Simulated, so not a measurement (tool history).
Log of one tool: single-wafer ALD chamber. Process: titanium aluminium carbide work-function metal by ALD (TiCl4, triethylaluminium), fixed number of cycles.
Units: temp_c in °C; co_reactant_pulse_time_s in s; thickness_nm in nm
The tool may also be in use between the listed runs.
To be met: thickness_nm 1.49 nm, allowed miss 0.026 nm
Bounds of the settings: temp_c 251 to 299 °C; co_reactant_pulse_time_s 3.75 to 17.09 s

run	day	temp_c	co_reactant_pulse_time_s	thickness_nm
1	0	275	10.42	1.7973
2	0.204	275	12.97	1.825
3	0.458	281	12.97	1.8937
4	0.483	278	11.99	1.8277
5	0.742	278	9.42	1.7997
6	0.967	272	9.42	1.7469
7	1.188	270	8.78	1.7125
8	1.5	268	8.35	1.6742
9	1.658	266	8.17	1.6571
10	1.912	264	7.97	1.6337
11	2.042	252	5.12	1.3755
12	2.142	262	5.46	1.466

4 next moves are on the table. One of them brings every result within its allowed miss. Which?
A	2.242	256	5.58	?
B	2.242	258	6.31	?
C	2.242	251	5.66	?
D	2.242	262	6.43	?

move	thickness_nm
A	1.4309
B	1.4894
C	1.4372
D	1.5323
A: further off than the last run
B: meets every target
C: further off than the last run
D: takes the result that was furthest off past its target
The right move is B.

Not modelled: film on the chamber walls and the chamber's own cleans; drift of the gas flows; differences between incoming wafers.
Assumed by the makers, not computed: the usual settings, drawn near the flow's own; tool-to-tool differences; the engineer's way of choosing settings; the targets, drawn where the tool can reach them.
